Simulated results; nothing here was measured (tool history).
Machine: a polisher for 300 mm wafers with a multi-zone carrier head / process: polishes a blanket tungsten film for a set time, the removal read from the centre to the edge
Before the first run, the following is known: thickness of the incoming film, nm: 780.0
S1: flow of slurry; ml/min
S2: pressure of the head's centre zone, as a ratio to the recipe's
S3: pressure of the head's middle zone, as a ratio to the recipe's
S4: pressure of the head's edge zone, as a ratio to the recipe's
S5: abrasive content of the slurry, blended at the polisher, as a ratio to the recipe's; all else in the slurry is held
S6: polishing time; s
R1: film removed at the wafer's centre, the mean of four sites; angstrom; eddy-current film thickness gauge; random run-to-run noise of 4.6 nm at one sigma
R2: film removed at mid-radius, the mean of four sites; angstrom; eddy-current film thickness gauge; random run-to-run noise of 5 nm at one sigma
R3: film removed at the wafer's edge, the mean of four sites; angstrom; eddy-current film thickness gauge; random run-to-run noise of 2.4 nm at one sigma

{"run": 1, "hour": 0.0, "S1": 145, "S2": 1.0, "S3": 1.0, "S4": 1.0, "S5": 1.0, "S6": 52, "R1": 2434.2, "R2": 2480.1, "R3": 2579.3}
{"run": 2, "hour": 8.6, "S1": 155, "S2": 0.99, "S3": 1.01, "S4": 1.05, "S5": 1.15, "S6": 54, "R1": 2691.2, "R2": 2804.4, "R3": 2875.0}
{"run": 3, "hour": 17.4, "S1": 160, "S2": 0.97, "S3": 1.0, "S4": 1.09, "S5": 1.25, "S6": 55, "R1": 2725.3, "R2": 2858.0, "R3": 3033.5}
{"run": 4, "hour": 23.7, "S1": 165, "S2": 0.96, "S3": 1.01, "S4": 1.12, "S5": 1.35, "S6": 56, "R1": 2902.0, "R2": 3088.1, "R3": 3242.9}
{"run": 5, "hour": 28.4, "S1": 165, "S2": 0.96, "S3": 1.01, "S4": 1.12, "S5": 1.25, "S6": 56, "R1": 2866.2, "R2": 2902.0, "R3": 3154.6}
{"run": 6, "hour": 36.2, "S1": 170, "S2": 0.94, "S3": 1.02, "S4": 1.14, "S5": 1.35, "S6": 57, "R1": 2898.8, "R2": 3155.6, "R3": 3362.8}
{"run": 7, "hour": 39.8, "S1": 170, "S2": 0.94, "S3": 1.02, "S4": 1.14, "S5": 1.35, "S6": 57, "R1": 2895.7, "R2": 3073.7, "R3": 3352.6}
{"run": 8, "hour": 47.1, "S1": 175, "S2": 0.94, "S3": 1.04, "S4": 1.15, "S5": 1.4, "S6": 57, "R1": 2909.4, "R2": 3116.6, "R3": 3437.3}

Run 9 is up next; what results do you expect?
{"run": 9, "hour": 50.3, "S1": 200, "S2": 0.96, "S3": 1.11, "S4": 1.16, "S5": 1.5, "S6": 58, "R1": "?", "R2": "?", "R3": "?"}

Run 9 produced R1 3214.6 angstrom, R2 3618.3 angstrom, R3 3604.9 angstrom.

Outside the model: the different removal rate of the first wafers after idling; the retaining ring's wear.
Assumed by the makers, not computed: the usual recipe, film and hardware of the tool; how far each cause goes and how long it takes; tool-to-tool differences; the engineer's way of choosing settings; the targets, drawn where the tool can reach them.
